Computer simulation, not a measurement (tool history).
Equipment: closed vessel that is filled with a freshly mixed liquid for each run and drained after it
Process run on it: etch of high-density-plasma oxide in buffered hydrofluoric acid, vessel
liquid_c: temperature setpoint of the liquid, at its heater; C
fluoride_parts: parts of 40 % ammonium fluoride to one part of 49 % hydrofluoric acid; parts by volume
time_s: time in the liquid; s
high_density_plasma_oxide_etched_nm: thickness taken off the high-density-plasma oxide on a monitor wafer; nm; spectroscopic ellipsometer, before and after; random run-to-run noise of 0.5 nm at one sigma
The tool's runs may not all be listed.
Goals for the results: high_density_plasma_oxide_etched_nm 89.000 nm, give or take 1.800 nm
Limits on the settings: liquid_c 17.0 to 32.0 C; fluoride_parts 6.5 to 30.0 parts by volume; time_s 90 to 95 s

| run | day | liquid_c | fluoride_parts | time_s | high_density_plasma_oxide_etched_nm |
|---|---|---|---|---|---|
| 1 | 0.000 | 25.0 | 19.5 | 90 | 60.335 |
| 2 | 0.138 | 25.0 | 19.5 | 90 | 60.170 |
| 3 | 0.462 | 22.5 | 19.5 | 90 | 52.165 |
| 4 | 0.821 | 24.0 | 19.5 | 90 | 57.079 |
| 5 | 0.862 | 24.0 | 19.5 | 90 | 57.394 |
| 6 | 0.942 | 25.5 | 19.5 | 90 | 62.610 |
| 7 | 1.312 | 29.5 | 19.5 | 90 | 77.594 |
| 8 | 1.462 | 30.0 | 19.5 | 90 | 79.252 |
| 9 | 1.804 | 30.5 | 19.5 | 90 | 81.291 |
| 10 | 1.946 | 30.5 | 19.5 | 90 | 80.268 |

Below are 4 possible settings for the next run. Only one of them brings all results inside the allowed miss of their targets. Which is it?
| A | 2.088 | 28.0 | 15.5 | 90 | ? |
| B | 2.088 | 29.5 | 17.5 | 90 | ? |
| C | 2.088 | 32.0 | 20.0 | 90 | ? |
| D | 2.088 | 32.0 | 23.5 | 90 | ? |

| move | high_density_plasma_oxide_etched_nm |
|---|---|
| A | 89.288 |
| B | 85.820 |
| C | 85.827 |
| D | 76.896 |
A: hits every target within its allowed miss
B: nearer the targets than the last run, but a result is still out of spec
C: nearer the targets than the last run, but a result is still out of spec
D: misses by more than the last run did
The right move is A.

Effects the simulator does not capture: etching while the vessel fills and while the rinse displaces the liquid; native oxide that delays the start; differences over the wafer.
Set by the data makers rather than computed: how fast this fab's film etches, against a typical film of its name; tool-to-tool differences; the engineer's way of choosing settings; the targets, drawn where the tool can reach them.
